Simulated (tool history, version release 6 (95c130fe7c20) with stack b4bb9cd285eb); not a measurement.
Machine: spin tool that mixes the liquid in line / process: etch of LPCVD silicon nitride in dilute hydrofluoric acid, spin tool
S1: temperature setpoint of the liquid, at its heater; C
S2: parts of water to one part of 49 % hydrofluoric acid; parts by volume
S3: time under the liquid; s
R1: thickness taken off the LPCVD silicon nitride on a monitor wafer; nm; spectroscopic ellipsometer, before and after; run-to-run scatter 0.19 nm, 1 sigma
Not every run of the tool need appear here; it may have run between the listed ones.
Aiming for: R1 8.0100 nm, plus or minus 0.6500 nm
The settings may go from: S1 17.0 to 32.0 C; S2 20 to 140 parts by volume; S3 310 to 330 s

run  hour    S1   S2   S3       R1
  1   0.0  24.0   75  310   2.6611
  2   9.0  25.0   65  310   3.2873
  3  13.8  25.0   65  330   3.3414
  4  20.6  25.0   80  330   2.9844
     23.4  -- thermometer replaced
  5  23.4  25.0  105  330   1.8838
  6  31.9  26.0   90  330   2.2757
  7  34.2  24.5   75  330   2.5873
  8  37.1  26.0   70  330   3.0116
  9  40.1  24.0   60  330   3.0781
 10  46.6  25.5   50  330   4.0298
 11  54.2  26.5   45  330   4.9707
 12  56.8  27.5   45  330   5.1118
 13  63.2  31.5   20  330  14.7590
 14  66.7  30.5   20  330  14.2350
 15  71.0  29.5   20  330  12.6300
 16  79.4  28.5   20  330  12.4290

Exactly one of the 5 candidate moves below puts every result within its allowed miss. Which one?
  A  87.8  29.5  35  315   ?
  B  87.8  29.0  40  325   ?
  C  87.8  31.0  40  315   ?
  D  87.8  28.5  35  310   ?
  E  87.8  29.5  30  315   ?

move      R1
   A  7.1032
   B  6.2232
   C  6.8675
   D  6.5470
   E  8.2561
A: pushes the last run's worst result past its target
B: pushes the last run's worst result past its target
C: pushes the last run's worst result past its target
D: pushes the last run's worst result past its target
E: every result within its allowed miss
E meets every target.

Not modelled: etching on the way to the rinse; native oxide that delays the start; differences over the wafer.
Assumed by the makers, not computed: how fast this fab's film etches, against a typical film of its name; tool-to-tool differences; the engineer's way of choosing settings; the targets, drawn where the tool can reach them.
